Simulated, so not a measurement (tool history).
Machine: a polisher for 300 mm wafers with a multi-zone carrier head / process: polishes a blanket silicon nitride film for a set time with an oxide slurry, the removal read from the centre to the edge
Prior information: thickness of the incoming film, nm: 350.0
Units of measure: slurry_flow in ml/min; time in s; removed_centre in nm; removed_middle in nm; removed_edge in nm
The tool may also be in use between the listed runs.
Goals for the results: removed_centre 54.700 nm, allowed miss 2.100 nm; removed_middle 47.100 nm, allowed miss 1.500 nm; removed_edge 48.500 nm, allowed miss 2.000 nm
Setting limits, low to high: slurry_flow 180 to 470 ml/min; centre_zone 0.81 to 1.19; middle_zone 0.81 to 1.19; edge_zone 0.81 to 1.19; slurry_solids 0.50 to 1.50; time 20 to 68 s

run 1 hour=0.0 | slurry_flow=300 centre_zone=1.00 middle_zone=1.00 edge_zone=1.00 slurry_solids=1.00 time=44 | removed_centre=34.243 removed_middle=34.588 removed_edge=33.753
run 2 hour=8.4 | slurry_flow=300 centre_zone=1.00 middle_zone=1.00 edge_zone=1.00 slurry_solids=0.80 time=44 | removed_centre=31.816 removed_middle=31.295 removed_edge=32.054
run 3 hour=11.1 | slurry_flow=300 centre_zone=1.02 middle_zone=0.99 edge_zone=1.02 slurry_solids=0.90 time=45 | removed_centre=34.540 removed_middle=33.412 removed_edge=34.251
run 4 hour=16.7 | slurry_flow=345 centre_zone=1.02 middle_zone=0.99 edge_zone=1.02 slurry_solids=0.90 time=45 | removed_centre=34.499 removed_middle=33.895 removed_edge=34.650
run 5 hour=24.4 | slurry_flow=340 centre_zone=1.04 middle_zone=0.98 edge_zone=1.03 slurry_solids=0.95 time=46 | removed_centre=37.082 removed_middle=35.194 removed_edge=36.446
run 6 hour=30.7 | slurry_flow=285 centre_zone=1.04 middle_zone=0.98 edge_zone=1.03 slurry_solids=0.95 time=46 | removed_centre=36.385 removed_middle=34.110 removed_edge=36.342
run 7 hour=32.5 | slurry_flow=290 centre_zone=1.14 middle_zone=1.05 edge_zone=1.08 slurry_solids=1.20 time=47 | removed_centre=46.094 removed_middle=41.209 removed_edge=40.383
run 8 hour=35.3 | slurry_flow=305 centre_zone=1.15 middle_zone=1.01 edge_zone=1.18 slurry_solids=1.45 time=48 | removed_centre=50.069 removed_middle=43.779 removed_edge=47.943
run 9 hour=42.1 | slurry_flow=305 centre_zone=1.16 middle_zone=1.01 edge_zone=1.18 slurry_solids=1.45 time=48 | removed_centre=49.526 removed_middle=43.712 removed_edge=46.653

4 candidate next runs follow, results not yet known. Just one meets every target within its allowed miss. Identify it.
run A hour=48.9 | slurry_flow=300 centre_zone=1.12 middle_zone=0.93 edge_zone=1.19 slurry_solids=1.45 time=47 | removed_centre=? removed_middle=? removed_edge=?
run B hour=48.9 | slurry_flow=285 centre_zone=1.19 middle_zone=1.04 edge_zone=1.16 slurry_solids=1.45 time=51 | removed_centre=? removed_middle=? removed_edge=?
run C hour=48.9 | slurry_flow=325 centre_zone=1.05 middle_zone=1.11 edge_zone=1.16 slurry_solids=1.40 time=46 | removed_centre=? removed_middle=? removed_edge=?
run D hour=48.9 | slurry_flow=275 centre_zone=1.02 middle_zone=0.88 edge_zone=1.19 slurry_solids=1.45 time=50 | removed_centre=? removed_middle=? removed_edge=?

move=A removed_centre=48.200 removed_middle=40.021 removed_edge=46.121
move=B removed_centre=55.290 removed_middle=47.428 removed_edge=49.164
move=C removed_centre=44.115 removed_middle=45.326 removed_edge=44.225
move=D removed_centre=46.148 removed_middle=40.289 removed_edge=48.731
A: misses by more than the last run did
B: hits every target within its allowed miss
C: misses by more than the last run did
D: misses by more than the last run did
B is the move that brings every result within its allowed miss.

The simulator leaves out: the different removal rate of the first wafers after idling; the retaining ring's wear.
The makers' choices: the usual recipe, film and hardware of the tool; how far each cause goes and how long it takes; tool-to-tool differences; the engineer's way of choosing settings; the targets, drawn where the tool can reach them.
